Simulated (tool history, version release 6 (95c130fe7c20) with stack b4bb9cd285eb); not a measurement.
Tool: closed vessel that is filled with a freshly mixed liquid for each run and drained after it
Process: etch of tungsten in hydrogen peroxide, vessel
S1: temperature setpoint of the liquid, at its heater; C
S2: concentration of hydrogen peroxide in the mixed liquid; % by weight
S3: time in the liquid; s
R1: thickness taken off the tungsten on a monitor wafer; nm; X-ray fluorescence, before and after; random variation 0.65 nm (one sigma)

{"run": 1, "hour": 0.0, "S1": 44, "S2": 24.5, "S3": 100, "R1": 176.77}
{"run": 2, "hour": 3.8, "S1": 42.5, "S2": 24.5, "S3": 100, "R1": 163.07}
{"run": 3, "hour": 10.9, "S1": 42.5, "S2": 22, "S3": 100, "R1": 154.98}
{"run": 4, "hour": 19.8, "S1": 42.5, "S2": 17.5, "S3": 100, "R1": 136.5}
{"run": 5, "hour": 26.4, "S1": 42.5, "S2": 20, "S3": 100, "R1": 147.46}
{"hour": 27.5, "done": "thermometer replaced"}
{"run": 6, "hour": 27.5, "S1": 41.5, "S2": 20, "S3": 100, "R1": 148.82}
{"run": 7, "hour": 30.8, "S1": 40, "S2": 19, "S3": 100, "R1": 130.55}
{"run": 8, "hour": 36.8, "S1": 39, "S2": 19, "S3": 100, "R1": 121.94}
{"run": 9, "hour": 38.1, "S1": 38.5, "S2": 19, "S3": 100, "R1": 117.73}

The next listed run, before its measurement:
{"run": 10, "hour": 45.6, "S1": 38, "S2": 19, "S3": 100, "R1": "?"}

R1: 113.95 nm
